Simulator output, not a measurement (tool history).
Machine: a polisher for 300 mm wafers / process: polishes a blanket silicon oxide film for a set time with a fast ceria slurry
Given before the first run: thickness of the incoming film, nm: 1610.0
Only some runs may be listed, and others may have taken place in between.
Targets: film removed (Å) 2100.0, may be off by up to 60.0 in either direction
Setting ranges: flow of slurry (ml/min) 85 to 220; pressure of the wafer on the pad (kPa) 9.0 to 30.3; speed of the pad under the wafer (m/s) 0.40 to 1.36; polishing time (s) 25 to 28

run	day	flow of slurry (ml/min)	pressure of the wafer on the pad (kPa)	speed of the pad under the wafer (m/s)	polishing time (s)	film removed (Å)
1	0.000	140	19.3	0.88	28	4655.7
2	0.129	135	16.5	0.84	28	3831.0
3	0.475	135	16.5	0.70	28	3212.1
4	0.683	135	13.8	0.70	28	2727.2
5	0.817	130	13.1	0.70	28	2601.0
6	0.933	110	13.1	0.70	28	2493.2
7	1.062	90	9.7	0.70	28	1869.3
8	1.179	100	9.7	0.70	28	1912.3
9	1.442	105	9.7	0.70	28	1916.6
10	1.608	135	11.0	0.70	28	2197.7

Exercise: of the 4 proposed moves below, exactly one satisfies all targets within the stated allowed misses. Which move is it?
A	1.775	135	11.0	0.60	28	?
B	1.775	130	12.4	0.60	28	?
C	1.775	140	11.0	0.62	28	?
D	1.775	115	12.4	0.68	27	?

move	film removed (Å)
A	1906.5
B	2112.1
C	1975.2
D	2265.3
A: the result that was furthest off in the last run now lies on the other side of its target
B: every result lands within tolerance
C: the result that was furthest off in the last run now lies on the other side of its target
D: misses by more than the last run did
So the answer is move B, the one that meets all the targets.
